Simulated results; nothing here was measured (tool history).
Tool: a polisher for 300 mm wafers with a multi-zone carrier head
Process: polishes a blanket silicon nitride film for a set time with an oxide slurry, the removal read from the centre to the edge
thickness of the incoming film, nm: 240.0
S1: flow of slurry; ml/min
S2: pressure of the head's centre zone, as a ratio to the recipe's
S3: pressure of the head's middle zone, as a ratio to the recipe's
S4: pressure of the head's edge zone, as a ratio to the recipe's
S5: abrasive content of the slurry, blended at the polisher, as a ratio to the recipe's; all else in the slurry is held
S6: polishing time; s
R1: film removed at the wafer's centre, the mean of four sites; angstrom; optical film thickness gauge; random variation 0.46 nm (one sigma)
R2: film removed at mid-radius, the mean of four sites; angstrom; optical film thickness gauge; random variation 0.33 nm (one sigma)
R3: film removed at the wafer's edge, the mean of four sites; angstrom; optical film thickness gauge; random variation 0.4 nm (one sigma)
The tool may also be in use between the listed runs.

| run | hour | S1 | S2 | S3 | S4 | S5 | S6 | R1 | R2 | R3 |
|---|---|---|---|---|---|---|---|---|---|---|
| 1 | 0 | 170 | 1 | 1 | 1 | 1 | 56 | 398.17 | 380.92 | 378.89 |
| 2 | 9 | 185 | 1 | 1.04 | 1.04 | 1.05 | 56 | 433.53 | 409.06 | 401.49 |
| 3 | 14.1 | 165 | 1 | 1.04 | 1.04 | 1.05 | 56 | 416.26 | 406.6 | 389.57 |
| 4 | 15.1 | 165 | 1.04 | 1.04 | 1.04 | 1.05 | 56 | 429.97 | 404.42 | 393.75 |
| 5 | 17.7 | 175 | 0.99 | 1.07 | 1.07 | 1.1 | 56 | 421.7 | 428.28 | 406.45 |
| 6 | 23.2 | 175 | 0.99 | 1.07 | 1.07 | 1 | 56 | 411.02 | 411.12 | 388.02 |
| 7 | 28.8 | 185 | 0.97 | 1.09 | 1.09 | 1.1 | 56 | 419.62 | 438.72 | 410.01 |
| 8 | 31.9 | 195 | 0.96 | 1.1 | 1.11 | 1.15 | 56 | 424.54 | 454.09 | 422.29 |
| 9 | 32.6 | 205 | 0.96 | 1.11 | 1.13 | 1.2 | 56 | 440.92 | 466.74 | 434.66 |
| 10 | 34.2 | 210 | 0.95 | 1.12 | 1.14 | 1.25 | 56 | 451.85 | 481.55 | 450.75 |
| 11 | 36.3 | 215 | 0.94 | 1.13 | 1.15 | 1.3 | 56 | 449.09 | 491.09 | 454.41 |
| 12 | 39.2 | 220 | 0.94 | 1.14 | 1.16 | 1.35 | 56 | 457.9 | 505.35 | 467.2 |
| 13 | 41.2 | 220 | 0.94 | 1.14 | 1.16 | 1.35 | 56 | 462.71 | 508.95 | 467.18 |
| 14 | 43.4 | 225 | 0.94 | 1.14 | 1.17 | 1.35 | 56 | 469.81 | 512.27 | 459.01 |
| 15 | 48.1 | 220 | 0.94 | 1.14 | 1.17 | 1.4 | 56 | 460.48 | 521.38 | 469.02 |
| 16 | 49.3 | 225 | 0.94 | 1.14 | 1.17 | 1.4 | 56 | 465.53 | 511.9 | 477.01 |
| 17 | 50 | 230 | 0.94 | 1.15 | 1.17 | 1.4 | 56 | 466.46 | 525.36 | 472.42 |

Forecast run 18:
| 18 | 52.9 | 240 | 0.94 | 1.13 | 1.19 | 1.45 | 56 | ? | ? | ? |

Run 18 gave R1 472.48 angstrom, R2 520.73 angstrom, R3 480.46 angstrom.
